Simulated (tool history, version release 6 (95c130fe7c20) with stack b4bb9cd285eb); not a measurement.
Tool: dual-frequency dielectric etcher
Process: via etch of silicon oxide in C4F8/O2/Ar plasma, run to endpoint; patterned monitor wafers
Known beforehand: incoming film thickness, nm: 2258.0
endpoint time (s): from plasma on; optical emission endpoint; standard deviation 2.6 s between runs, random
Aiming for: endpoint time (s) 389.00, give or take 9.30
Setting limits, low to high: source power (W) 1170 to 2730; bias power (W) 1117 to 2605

Run 1, hour 0.0: source power (W) 1950, bias power (W) 1861. Result: endpoint time (s) 458.18.
Run 2, hour 0.9: source power (W) 1950, bias power (W) 1608. Result: endpoint time (s) 486.35.
Run 3, hour 8.9: source power (W) 2090, bias power (W) 1683. Result: endpoint time (s) 464.11.
Run 4, hour 10.8: source power (W) 2200, bias power (W) 1744. Result: endpoint time (s) 448.51.
Run 5, hour 13.2: source power (W) 2290, bias power (W) 1794. Result: endpoint time (s) 431.02.
Run 6, hour 14.5: source power (W) 2290, bias power (W) 1946. Result: endpoint time (s) 417.01.
Run 7, hour 17.7: source power (W) 2340, bias power (W) 1957. Result: endpoint time (s) 416.80.
Run 8, hour 26.3: source power (W) 2700, bias power (W) 2109. Result: endpoint time (s) 377.30.

Exercise: of the 4 proposed moves below, exactly one satisfies all targets within the stated allowed misses. Which move is it?
Run A, hour 34.9: source power (W) 2730, bias power (W) 2232. Result: endpoint time (s) ?.
Run B, hour 34.9: source power (W) 2730, bias power (W) 2175. Result: endpoint time (s) ?.
Run C, hour 34.9: source power (W) 2590, bias power (W) 2083. Result: endpoint time (s) ?.
Run D, hour 34.9: source power (W) 2730, bias power (W) 2184. Result: endpoint time (s) ?.

move  endpoint time (s)
   A             373.24
   B             376.65
   C             391.58
   D             376.11
A: further off than the last run
B: further off than the last run
C: hits every target within its allowed miss
D: further off than the last run
C is the move that brings every result within its allowed miss.
